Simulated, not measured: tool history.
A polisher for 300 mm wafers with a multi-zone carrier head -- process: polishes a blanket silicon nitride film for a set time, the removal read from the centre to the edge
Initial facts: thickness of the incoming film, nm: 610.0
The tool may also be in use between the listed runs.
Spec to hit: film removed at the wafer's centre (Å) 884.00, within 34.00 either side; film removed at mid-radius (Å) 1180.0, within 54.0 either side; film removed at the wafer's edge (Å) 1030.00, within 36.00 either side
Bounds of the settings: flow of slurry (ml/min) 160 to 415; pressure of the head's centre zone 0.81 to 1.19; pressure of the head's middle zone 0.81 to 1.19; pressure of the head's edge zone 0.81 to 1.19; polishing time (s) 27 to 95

| run | hour | flow of slurry (ml/min) | pressure of the head's centre zone | pressure of the head's middle zone | pressure of the head's edge zone | polishing time (s) | film removed at the wafer's centre (Å) | film removed at mid-radius (Å) | film removed at the wafer's edge (Å) |
|---|---|---|---|---|---|---|---|---|---|
| 1 | 0.0 | 265 | 1.00 | 1.00 | 1.00 | 61 | 1398.80 | 1446.4 | 1433.20 |
| 2 | 0.7 | 210 | 1.00 | 1.00 | 1.00 | 61 | 1370.60 | 1416.2 | 1429.90 |
| 3 | 5.0 | 180 | 1.00 | 1.00 | 1.00 | 61 | 1311.70 | 1377.6 | 1414.00 |
| 4 | 13.0 | 180 | 1.00 | 1.00 | 1.03 | 61 | 1346.00 | 1399.6 | 1403.90 |
| 5 | 19.0 | 180 | 0.99 | 1.02 | 1.03 | 59 | 1255.10 | 1353.1 | 1354.10 |
| 6 | 24.3 | 185 | 0.98 | 1.04 | 1.03 | 57 | 1215.10 | 1325.1 | 1329.00 |
| 7 | 27.9 | 200 | 0.97 | 1.06 | 1.01 | 55 | 1181.40 | 1312.2 | 1291.80 |
| 8 | 28.6 | 210 | 0.96 | 1.08 | 1.00 | 53 | 1127.00 | 1322.1 | 1220.10 |
| 9 | 30.6 | 210 | 0.95 | 1.08 | 0.99 | 52 | 1103.50 | 1307.9 | 1215.50 |
| 10 | 34.8 | 210 | 0.88 | 1.15 | 0.93 | 40 | 768.51 | 1024.2 | 904.55 |
| 11 | 43.8 | 220 | 0.88 | 1.15 | 0.94 | 40 | 789.77 | 1066.8 | 915.15 |
| 12 | 51.2 | 225 | 0.88 | 1.15 | 0.95 | 40 | 780.38 | 1037.7 | 927.54 |
| 13 | 52.4 | 240 | 0.91 | 1.19 | 0.96 | 47 | 977.84 | 1287.7 | 1097.90 |
| 14 | 59.8 | 235 | 0.91 | 1.19 | 0.96 | 47 | 954.53 | 1268.1 | 1079.80 |
| 15 | 62.7 | 230 | 0.91 | 1.19 | 0.96 | 47 | 965.08 | 1281.2 | 1090.00 |
| 16 | 63.4 | 225 | 0.91 | 1.19 | 0.96 | 47 | 952.29 | 1235.6 | 1064.70 |
| 17 | 66.6 | 220 | 0.91 | 1.19 | 0.96 | 47 | 973.33 | 1276.7 | 1081.60 |
| 18 | 68.5 | 220 | 0.91 | 1.18 | 0.96 | 47 | 960.71 | 1222.9 | 1050.20 |
| 19 | 73.4 | 220 | 0.90 | 1.18 | 0.96 | 47 | 937.50 | 1278.9 | 1062.40 |
| 20 | 77.6 | 220 | 0.90 | 1.17 | 0.96 | 47 | 949.54 | 1257.1 | 1074.50 |
| 21 | 80.6 | 220 | 0.90 | 1.16 | 0.96 | 47 | 959.76 | 1223.6 | 1080.30 |
| 22 | 85.3 | 220 | 0.89 | 1.16 | 0.96 | 47 | 934.39 | 1256.1 | 1062.70 |
|  | 87.0 | worn pad replaced by a new one |
| 23 | 87.0 | 215 | 0.89 | 1.15 | 0.96 | 47 | 990.28 | 1287.7 | 1147.90 |
| 24 | 89.8 | 215 | 0.88 | 1.16 | 0.95 | 45 | 934.21 | 1282.5 | 1087.60 |
| 25 | 92.8 | 215 | 0.89 | 1.15 | 0.96 | 44 | 933.02 | 1239.5 | 1068.10 |
| 26 | 96.1 | 220 | 0.88 | 1.14 | 0.95 | 44 | 930.03 | 1216.5 | 1088.80 |
| 27 | 97.9 | 215 | 0.88 | 1.14 | 0.95 | 44 | 926.06 | 1215.3 | 1046.10 |

4 next moves are on the table. One of them brings every result within its allowed miss. Which?
| A | 99.7 | 170 | 0.86 | 1.11 | 0.87 | 45 | ? | ? | ? |
| B | 99.7 | 255 | 0.95 | 1.12 | 0.92 | 44 | ? | ? | ? |
| C | 99.7 | 160 | 0.81 | 1.19 | 0.85 | 47 | ? | ? | ? |
| D | 99.7 | 205 | 0.88 | 1.05 | 0.90 | 46 | ? | ? | ? |

| move | film removed at the wafer's centre (Å) | film removed at mid-radius (Å) | film removed at the wafer's edge (Å) |
|---|---|---|---|
| A | 884.29 | 1165.0 | 1009.20 |
| B | 1021.00 | 1216.7 | 1057.20 |
| C | 859.06 | 1278.1 | 1033.60 |
| D | 956.66 | 1170.3 | 1072.00 |
A: hits every target within its allowed miss
B: misses by more than the last run did
C: gets the furthest-off result to its target, but another result is out of tolerance
D: misses by more than the last run did
The move that meets every target is A.
